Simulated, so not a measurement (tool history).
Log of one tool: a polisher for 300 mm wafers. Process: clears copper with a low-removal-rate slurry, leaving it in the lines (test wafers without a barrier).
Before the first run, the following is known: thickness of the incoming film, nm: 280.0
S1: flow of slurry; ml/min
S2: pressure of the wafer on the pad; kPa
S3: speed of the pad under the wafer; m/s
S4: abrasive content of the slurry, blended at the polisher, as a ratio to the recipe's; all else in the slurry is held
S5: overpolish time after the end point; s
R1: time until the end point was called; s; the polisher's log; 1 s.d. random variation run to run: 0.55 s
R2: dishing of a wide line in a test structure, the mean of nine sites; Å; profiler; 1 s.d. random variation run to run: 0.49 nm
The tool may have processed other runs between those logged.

run,hour,S1,S2,S3,S4,S5,R1,R2
1,0.0,280,22.1,0.86,1.00,20,92.608,249.58
2,7.0,280,23.4,0.86,1.00,20,87.654,260.23
3,10.1,280,23.4,0.96,1.00,20,77.789,273.59
4,12.5,280,24.1,0.96,1.00,20,74.937,271.40
5,13.2,280,24.1,0.96,1.15,20,72.957,289.65
6,21.5,280,24.8,0.96,1.15,20,70.553,285.71

Run 7 comes next. What will it give?
7,27.8,280,25.5,0.96,1.15,20,?,?

R1: 67.402 s
R2: 280.26 Å

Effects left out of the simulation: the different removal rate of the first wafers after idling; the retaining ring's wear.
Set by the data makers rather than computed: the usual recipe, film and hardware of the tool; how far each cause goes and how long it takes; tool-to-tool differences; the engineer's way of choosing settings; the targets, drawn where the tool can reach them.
